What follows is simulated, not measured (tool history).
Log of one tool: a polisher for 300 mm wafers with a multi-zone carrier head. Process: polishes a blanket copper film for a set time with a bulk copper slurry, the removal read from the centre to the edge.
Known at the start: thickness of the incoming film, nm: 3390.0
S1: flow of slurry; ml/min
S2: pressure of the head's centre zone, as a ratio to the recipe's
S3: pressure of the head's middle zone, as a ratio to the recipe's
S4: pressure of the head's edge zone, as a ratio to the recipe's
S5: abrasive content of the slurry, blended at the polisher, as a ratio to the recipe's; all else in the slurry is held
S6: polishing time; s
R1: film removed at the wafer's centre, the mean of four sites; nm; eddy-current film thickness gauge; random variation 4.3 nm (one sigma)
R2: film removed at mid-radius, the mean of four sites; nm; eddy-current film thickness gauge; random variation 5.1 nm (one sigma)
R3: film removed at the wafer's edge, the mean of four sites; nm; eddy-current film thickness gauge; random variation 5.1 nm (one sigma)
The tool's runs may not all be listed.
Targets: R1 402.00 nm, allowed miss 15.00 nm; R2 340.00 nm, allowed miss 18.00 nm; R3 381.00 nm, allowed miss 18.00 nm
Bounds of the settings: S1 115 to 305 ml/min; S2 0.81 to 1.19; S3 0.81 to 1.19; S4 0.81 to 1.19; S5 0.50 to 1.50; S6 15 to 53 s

run  hour   S1    S2    S3    S4    S5  S6      R1      R2      R3
  1   0.0  195  1.00  1.00  1.00  1.00  34  410.00  417.75  417.80
  2   2.8  190  1.01  0.97  0.99  0.95  34  404.28  392.18  417.08
  3   7.9  190  1.01  0.97  0.99  1.05  34  410.00  397.49  419.98
  4  12.4  190  1.01  1.00  0.99  1.05  34  412.18  421.14  424.26
  5  13.6  190  1.02  0.98  0.97  1.00  34  413.05  398.43  411.05
  6  15.4  190  1.02  0.98  1.05  1.00  34  410.96  410.87  420.91
  7  20.0  185  1.03  0.97  1.04  0.95  34  409.79  393.65  421.69
  8  25.1  185  1.04  0.97  1.02  0.90  34  411.25  386.87  426.91
  9  27.2  190  1.14  0.98  0.99  0.90  29  381.22  345.09  353.39
 10  33.3  190  1.14  0.97  1.00  0.90  29  390.23  333.53  354.70
 11  39.4  190  1.14  0.97  1.00  0.90  29  387.98  336.03  345.19

Which of these 4 next moves meets every target?
  A  45.5  175  1.12  0.90  1.02  0.90  31   ?   ?   ?
  B  45.5  215  1.07  1.04  1.01  0.80  29   ?   ?   ?
  C  45.5  245  1.16  1.02  1.01  0.70  27   ?   ?   ?
  D  45.5  145  1.04  0.86  1.05  0.70  37   ?   ?   ?

move      R1      R2      R3
   A  399.80  330.35  370.71
   B  360.24  350.40  343.21
   C  361.05  317.71  315.21
   D  409.27  352.46  419.86
A: meets every target
B: further off than the last run
C: further off than the last run
D: takes the result that was furthest off past its target
Answer: A
